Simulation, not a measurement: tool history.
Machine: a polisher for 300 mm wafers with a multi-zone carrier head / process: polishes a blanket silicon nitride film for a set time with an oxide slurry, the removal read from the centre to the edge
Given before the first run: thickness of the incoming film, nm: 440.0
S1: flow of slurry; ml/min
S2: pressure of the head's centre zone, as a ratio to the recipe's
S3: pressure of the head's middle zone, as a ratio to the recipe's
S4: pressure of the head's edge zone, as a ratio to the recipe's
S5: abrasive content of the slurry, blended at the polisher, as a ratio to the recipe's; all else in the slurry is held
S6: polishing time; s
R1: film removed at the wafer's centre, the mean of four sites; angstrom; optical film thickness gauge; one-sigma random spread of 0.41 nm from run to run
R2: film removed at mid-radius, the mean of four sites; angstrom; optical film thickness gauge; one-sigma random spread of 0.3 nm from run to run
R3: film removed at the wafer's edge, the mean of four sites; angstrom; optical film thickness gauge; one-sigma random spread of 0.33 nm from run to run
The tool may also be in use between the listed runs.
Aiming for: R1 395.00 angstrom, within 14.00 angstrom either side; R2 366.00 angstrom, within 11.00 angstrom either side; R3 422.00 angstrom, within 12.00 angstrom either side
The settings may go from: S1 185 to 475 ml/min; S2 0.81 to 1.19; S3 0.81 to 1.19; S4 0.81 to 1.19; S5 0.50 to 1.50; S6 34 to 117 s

run,hour,S1,S2,S3,S4,S5,S6,R1,R2,R3
1,0.0,305,1.00,1.00,1.00,1.00,75,407.54,412.83,408.14
2,7.5,305,1.00,1.00,1.00,1.10,75,426.33,435.32,427.44
3,9.1,295,0.99,0.96,1.00,1.10,75,415.43,418.21,426.84
4,9.6,295,0.94,0.96,1.00,1.10,75,404.40,416.05,423.82
5,15.9,295,1.02,0.96,1.00,1.10,75,436.88,415.45,429.51
6,20.6,290,1.00,0.94,1.01,1.10,75,429.19,411.21,432.52
7,26.6,285,0.98,0.92,1.01,1.10,75,409.30,404.97,433.42
8,31.0,280,0.98,0.90,1.00,1.10,75,412.57,395.04,427.09
9,39.7,275,0.97,0.88,1.00,1.10,75,404.53,397.99,423.61
10,40.5,275,0.98,0.86,1.01,1.10,75,410.71,393.31,425.21

Pick the move, out of 5, that brings all results within their allowed miss; only one does.
A,41.3,310,0.89,1.01,0.91,1.00,82,?,?,?
B,41.3,370,0.96,0.93,0.84,1.05,81,?,?,?
C,41.3,295,1.08,0.91,0.97,0.95,79,?,?,?
D,41.3,270,1.07,0.81,1.04,1.10,72,?,?,?
E,41.3,215,0.97,0.81,1.03,1.10,75,?,?,?

move,R1,R2,R3
A,396.48,453.71,422.59
B,439.48,441.46,417.16
C,449.74,396.25,407.61
D,433.07,359.21,411.52
E,398.77,366.24,419.61
A: lands further from the targets than the last run did
B: lands further from the targets than the last run did
C: lands further from the targets than the last run did
D: brings the result that was furthest off to its target, and leaves another outside
E: each result inside its tolerance
Go with E: it meets all targets.
